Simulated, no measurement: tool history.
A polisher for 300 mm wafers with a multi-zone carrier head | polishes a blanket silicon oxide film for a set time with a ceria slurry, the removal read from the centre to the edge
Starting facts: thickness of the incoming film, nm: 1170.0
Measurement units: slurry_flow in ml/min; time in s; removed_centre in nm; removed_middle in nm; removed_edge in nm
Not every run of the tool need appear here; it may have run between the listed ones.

{"run": 1, "hour": 0.0, "slurry_flow": 315, "centre_zone": 1.0, "middle_zone": 1.0, "edge_zone": 1.0, "time": 40, "removed_centre": 130.0, "removed_middle": 136.4, "removed_edge": 137.26}
{"run": 2, "hour": 6.0, "slurry_flow": 310, "centre_zone": 0.98, "middle_zone": 0.97, "edge_zone": 1.0, "time": 39, "removed_centre": 129.62, "removed_middle": 129.53, "removed_edge": 131.59}
{"run": 3, "hour": 6.9, "slurry_flow": 310, "centre_zone": 0.95, "middle_zone": 0.96, "edge_zone": 1.03, "time": 38, "removed_centre": 119.84, "removed_middle": 125.53, "removed_edge": 131.97}
{"run": 4, "hour": 9.9, "slurry_flow": 305, "centre_zone": 0.93, "middle_zone": 0.94, "edge_zone": 1.04, "time": 37, "removed_centre": 116.52, "removed_middle": 119.14, "removed_edge": 127.45}
{"run": 5, "hour": 18.3, "slurry_flow": 305, "centre_zone": 0.93, "middle_zone": 0.87, "edge_zone": 1.04, "time": 37, "removed_centre": 118.48, "removed_middle": 112.43, "removed_edge": 129.64}
{"run": 6, "hour": 20.7, "slurry_flow": 300, "centre_zone": 0.91, "middle_zone": 0.86, "edge_zone": 1.04, "time": 36, "removed_centre": 107.0, "removed_middle": 108.77, "removed_edge": 126.51}

Run 7 is up next; what results do you expect?
{"run": 7, "hour": 27.6, "slurry_flow": 295, "centre_zone": 0.91, "middle_zone": 0.85, "edge_zone": 1.03, "time": 35, "removed_centre": "?", "removed_middle": "?", "removed_edge": "?"}

removed_centre: 104.98 nm
removed_middle: 102.38 nm
removed_edge: 122.44 nm
